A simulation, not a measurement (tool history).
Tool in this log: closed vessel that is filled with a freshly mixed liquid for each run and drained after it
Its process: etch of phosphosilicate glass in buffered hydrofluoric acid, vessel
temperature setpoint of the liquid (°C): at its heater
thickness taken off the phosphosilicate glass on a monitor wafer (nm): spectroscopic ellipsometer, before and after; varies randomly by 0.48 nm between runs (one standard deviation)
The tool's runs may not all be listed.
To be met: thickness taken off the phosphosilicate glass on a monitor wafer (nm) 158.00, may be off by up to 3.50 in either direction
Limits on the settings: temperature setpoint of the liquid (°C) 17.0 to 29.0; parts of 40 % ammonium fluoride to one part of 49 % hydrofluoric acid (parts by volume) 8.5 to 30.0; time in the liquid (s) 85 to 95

| run | hour | temperature setpoint of the liquid (°C) | parts of 40 % ammonium fluoride to one part of 49 % hydrofluoric acid (parts by volume) | time in the liquid (s) | thickness taken off the phosphosilicate glass on a monitor wafer (nm) |
|---|---|---|---|---|---|
| 1 | 0.0 | 21.0 | 23.5 | 85 | 126.77 |
| 2 | 3.9 | 21.5 | 23.5 | 85 | 130.79 |
| 3 | 6.3 | 21.5 | 26.5 | 85 | 119.93 |
| 4 | 13.7 | 23.0 | 26.5 | 85 | 130.96 |
| 5 | 17.2 | 23.5 | 26.5 | 85 | 134.33 |
| 6 | 25.0 | 24.0 | 26.5 | 85 | 138.68 |
| 7 | 28.2 | 24.5 | 26.5 | 85 | 141.42 |
| 8 | 34.9 | 25.0 | 26.5 | 85 | 145.88 |

Exactly one of the 4 candidate moves below puts every result within its allowed miss. Which one?
| A | 41.6 | 24.5 | 30.0 | 85 | ? |
| B | 41.6 | 25.5 | 27.0 | 90 | ? |
| C | 41.6 | 27.0 | 30.0 | 85 | ? |
| D | 41.6 | 24.5 | 23.0 | 90 | ? |

| move | thickness taken off the phosphosilicate glass on a monitor wafer (nm) |
|---|---|
| A | 129.89 |
| B | 156.16 |
| C | 148.85 |
| D | 165.11 |
A: lands further from the targets than the last run did
B: all results land within tolerance of their targets
C: closer than the last run, but not yet in spec
D: pushes the last run's worst result past its target
Correct choice: B, which meets every target
